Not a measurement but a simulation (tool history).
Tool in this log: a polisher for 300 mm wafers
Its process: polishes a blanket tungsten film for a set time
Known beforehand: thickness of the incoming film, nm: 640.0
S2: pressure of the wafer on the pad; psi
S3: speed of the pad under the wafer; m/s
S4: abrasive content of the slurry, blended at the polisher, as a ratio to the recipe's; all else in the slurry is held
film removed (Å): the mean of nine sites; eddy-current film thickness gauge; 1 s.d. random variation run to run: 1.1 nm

Run 1, day 0.000: flow of slurry (ml/min) 190, S2 4.8 psi, S3 0.92 m/s, S4 1.0, polishing time (s) 23. Result: film removed (Å) 1298.00.
Run 2, day 0.042: flow of slurry (ml/min) 190, S2 4.2 psi, S3 0.92 m/s, S4 1.0, polishing time (s) 23. Result: film removed (Å) 1124.60.
Run 3, day 0.158: flow of slurry (ml/min) 190, S2 3.9 psi, S3 0.92 m/s, S4 1.0, polishing time (s) 23. Result: film removed (Å) 1057.10.
Run 4, day 0.362: flow of slurry (ml/min) 190, S2 3.6 psi, S3 0.92 m/s, S4 1.0, polishing time (s) 23. Result: film removed (Å) 987.52.
Run 5, day 0.588: flow of slurry (ml/min) 190, S2 3.4 psi, S3 0.92 m/s, S4 1.0, polishing time (s) 23. Result: film removed (Å) 938.06.
Run 6, day 0.854: flow of slurry (ml/min) 190, S2 3.4 psi, S3 0.74 m/s, S4 1.0, polishing time (s) 23. Result: film removed (Å) 768.49.
Run 7, day 1.108: flow of slurry (ml/min) 190, S2 3.6 psi, S3 0.74 m/s, S4 1.0, polishing time (s) 23. Result: film removed (Å) 822.89.

Expected results for the next run?
Run 8, day 1.442: flow of slurry (ml/min) 190, S2 3.7 psi, S3 0.74 m/s, S4 1.0, polishing time (s) 23. Result: film removed (Å) ?.

film removed (Å): 810.05
